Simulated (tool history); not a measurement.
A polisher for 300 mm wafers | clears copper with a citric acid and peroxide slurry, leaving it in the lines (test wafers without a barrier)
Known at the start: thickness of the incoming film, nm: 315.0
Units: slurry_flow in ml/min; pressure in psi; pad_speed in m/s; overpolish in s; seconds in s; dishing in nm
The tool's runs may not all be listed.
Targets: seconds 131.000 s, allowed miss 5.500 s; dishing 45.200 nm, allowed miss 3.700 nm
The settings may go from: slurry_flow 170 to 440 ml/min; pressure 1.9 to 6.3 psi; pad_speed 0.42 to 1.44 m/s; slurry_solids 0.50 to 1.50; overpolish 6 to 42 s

run 1 hour=0.0 | slurry_flow=280 pressure=4.1 pad_speed=0.92 slurry_solids=1.00 overpolish=21 | seconds=106.170 dishing=34.713
run 2 hour=1.7 | slurry_flow=330 pressure=4.1 pad_speed=0.92 slurry_solids=1.00 overpolish=21 | seconds=101.680 dishing=36.594
run 3 hour=5.2 | slurry_flow=330 pressure=4.1 pad_speed=1.12 slurry_solids=1.00 overpolish=21 | seconds=86.602 dishing=42.541
run 4 hour=6.2 | slurry_flow=400 pressure=4.1 pad_speed=1.12 slurry_solids=1.00 overpolish=21 | seconds=83.745 dishing=41.909
run 5 hour=8.5 | slurry_flow=395 pressure=3.5 pad_speed=1.12 slurry_solids=1.00 overpolish=25 | seconds=98.784 dishing=43.277
run 6 hour=10.4 | slurry_flow=395 pressure=3.2 pad_speed=1.12 slurry_solids=1.00 overpolish=27 | seconds=108.720 dishing=41.025
run 7 hour=18.1 | slurry_flow=395 pressure=3.0 pad_speed=1.12 slurry_solids=1.00 overpolish=30 | seconds=112.740 dishing=43.706
run 8 hour=21.9 | slurry_flow=395 pressure=2.8 pad_speed=1.12 slurry_solids=1.00 overpolish=32 | seconds=122.170 dishing=42.444

Which of these 5 next moves meets every target?
run A hour=25.7 | slurry_flow=265 pressure=3.5 pad_speed=0.92 slurry_solids=1.10 overpolish=25 | seconds=? dishing=?
run B hour=25.7 | slurry_flow=435 pressure=3.0 pad_speed=0.96 slurry_solids=1.10 overpolish=38 | seconds=? dishing=?
run C hour=25.7 | slurry_flow=315 pressure=2.5 pad_speed=1.34 slurry_solids=0.95 overpolish=24 | seconds=? dishing=?
run D hour=25.7 | slurry_flow=425 pressure=2.5 pad_speed=1.28 slurry_solids=0.90 overpolish=36 | seconds=? dishing=?
run E hour=25.7 | slurry_flow=335 pressure=2.9 pad_speed=1.12 slurry_solids=1.15 overpolish=26 | seconds=? dishing=?

move=A seconds=119.030 dishing=36.184
move=B seconds=126.960 dishing=46.625
move=C seconds=115.760 dishing=35.113
move=D seconds=119.500 dishing=46.072
move=E seconds=114.170 dishing=38.097
A: further off than the last run
B: meets every target
C: further off than the last run
D: further off than the last run
E: further off than the last run
The right move is B.
